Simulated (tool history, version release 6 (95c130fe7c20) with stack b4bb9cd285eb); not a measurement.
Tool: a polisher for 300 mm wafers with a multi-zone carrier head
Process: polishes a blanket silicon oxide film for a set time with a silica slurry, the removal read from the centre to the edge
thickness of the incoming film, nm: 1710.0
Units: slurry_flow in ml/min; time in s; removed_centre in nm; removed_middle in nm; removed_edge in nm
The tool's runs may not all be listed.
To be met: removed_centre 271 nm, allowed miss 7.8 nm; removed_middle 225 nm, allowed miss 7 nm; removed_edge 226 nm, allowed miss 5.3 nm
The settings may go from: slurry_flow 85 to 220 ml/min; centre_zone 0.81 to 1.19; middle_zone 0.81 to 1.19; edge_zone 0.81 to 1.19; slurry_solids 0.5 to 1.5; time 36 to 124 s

run 1 hour=0 | slurry_flow=140 centre_zone=1 middle_zone=1 edge_zone=1 slurry_solids=1 time=79 | removed_centre=350.81 removed_middle=353.17 removed_edge=351.54
run 2 hour=2.8 | slurry_flow=175 centre_zone=1 middle_zone=1 edge_zone=1 slurry_solids=1 time=79 | removed_centre=363.27 removed_middle=369.68 removed_edge=356.08
run 3 hour=3.5 | slurry_flow=175 centre_zone=1.07 middle_zone=1 edge_zone=1 slurry_solids=1 time=79 | removed_centre=388.17 removed_middle=374.05 removed_edge=355.84
run 4 hour=10 | slurry_flow=175 centre_zone=1.15 middle_zone=1 edge_zone=1 slurry_solids=1 time=79 | removed_centre=412.98 removed_middle=365.54 removed_edge=356.66
run 5 hour=18.1 | slurry_flow=170 centre_zone=1.15 middle_zone=0.99 edge_zone=0.98 slurry_solids=0.95 time=77 | removed_centre=399.38 removed_middle=350.84 removed_edge=337.44
run 6 hour=23.8 | slurry_flow=170 centre_zone=1.15 middle_zone=0.99 edge_zone=0.94 slurry_solids=0.95 time=77 | removed_centre=404.87 removed_middle=346.57 removed_edge=336.2
run 7 hour=26.9 | slurry_flow=170 centre_zone=1.14 middle_zone=0.98 edge_zone=0.93 slurry_solids=0.9 time=75 | removed_centre=378.31 removed_middle=331.03 removed_edge=320.42
run 8 hour=34.1 | slurry_flow=170 centre_zone=1.14 middle_zone=0.97 edge_zone=0.92 slurry_solids=0.85 time=73 | removed_centre=369.47 removed_middle=320.7 removed_edge=301.77
run 9 hour=37.6 | slurry_flow=160 centre_zone=1.13 middle_zone=0.95 edge_zone=0.92 slurry_solids=0.8 time=72 | removed_centre=347.46 removed_middle=303.94 removed_edge=294.79
run 10 hour=38.9 | slurry_flow=155 centre_zone=1.13 middle_zone=0.94 edge_zone=0.91 slurry_solids=0.75 time=70 | removed_centre=326.83 removed_middle=278.82 removed_edge=276.67
run 11 hour=43.5 | slurry_flow=150 centre_zone=1.13 middle_zone=0.94 edge_zone=0.9 slurry_solids=0.7 time=69 | removed_centre=318.97 removed_middle=274.81 removed_edge=269.27
run 12 hour=50 | slurry_flow=150 centre_zone=1.13 middle_zone=0.93 edge_zone=0.89 slurry_solids=0.65 time=68 | removed_centre=305.66 removed_middle=258.48 removed_edge=256.85
run 13 hour=55.6 | slurry_flow=145 centre_zone=1.13 middle_zone=0.93 edge_zone=0.88 slurry_solids=0.65 time=68 | removed_centre=306.91 removed_middle=260.49 removed_edge=254.11
run 14 hour=63.9 | slurry_flow=140 centre_zone=1.13 middle_zone=0.92 edge_zone=0.87 slurry_solids=0.65 time=68 | removed_centre=304.31 removed_middle=254.24 removed_edge=251.77
run 15 hour=72.4 | slurry_flow=135 centre_zone=1.13 middle_zone=0.92 edge_zone=0.86 slurry_solids=0.65 time=68 | removed_centre=302.15 removed_middle=260.41 removed_edge=249.09

Which of these 5 next moves meets every target?
run A hour=80.9 | slurry_flow=160 centre_zone=1.11 middle_zone=0.98 edge_zone=0.85 slurry_solids=0.6 time=61 | removed_centre=? removed_middle=? removed_edge=?
run B hour=80.9 | slurry_flow=120 centre_zone=1.14 middle_zone=0.89 edge_zone=0.87 slurry_solids=0.65 time=62 | removed_centre=? removed_middle=? removed_edge=?
run C hour=80.9 | slurry_flow=155 centre_zone=1.16 middle_zone=0.84 edge_zone=0.81 slurry_solids=0.6 time=59 | removed_centre=? removed_middle=? removed_edge=?
run D hour=80.9 | slurry_flow=205 centre_zone=1.19 middle_zone=0.81 edge_zone=1 slurry_solids=0.5 time=61 | removed_centre=? removed_middle=? removed_edge=?
run E hour=80.9 | slurry_flow=145 centre_zone=1.09 middle_zone=0.84 edge_zone=0.9 slurry_solids=0.8 time=60 | removed_centre=? removed_middle=? removed_edge=?

move=A removed_centre=269.51 removed_middle=243.89 removed_edge=226.08
move=B removed_centre=271.24 removed_middle=226.26 removed_edge=228.38
move=C removed_centre=270.75 removed_middle=212.8 removed_edge=214.72
move=D removed_centre=287.68 removed_middle=214.36 removed_edge=235.67
move=E removed_centre=275.06 removed_middle=230.57 removed_edge=241.79
A: nearer than the last run, and not there yet
B: meets every target
C: takes the result that was furthest off past its target
D: takes the result that was furthest off past its target
E: brings the result that was furthest off to its target, and leaves another outside
Move B is the one to make.

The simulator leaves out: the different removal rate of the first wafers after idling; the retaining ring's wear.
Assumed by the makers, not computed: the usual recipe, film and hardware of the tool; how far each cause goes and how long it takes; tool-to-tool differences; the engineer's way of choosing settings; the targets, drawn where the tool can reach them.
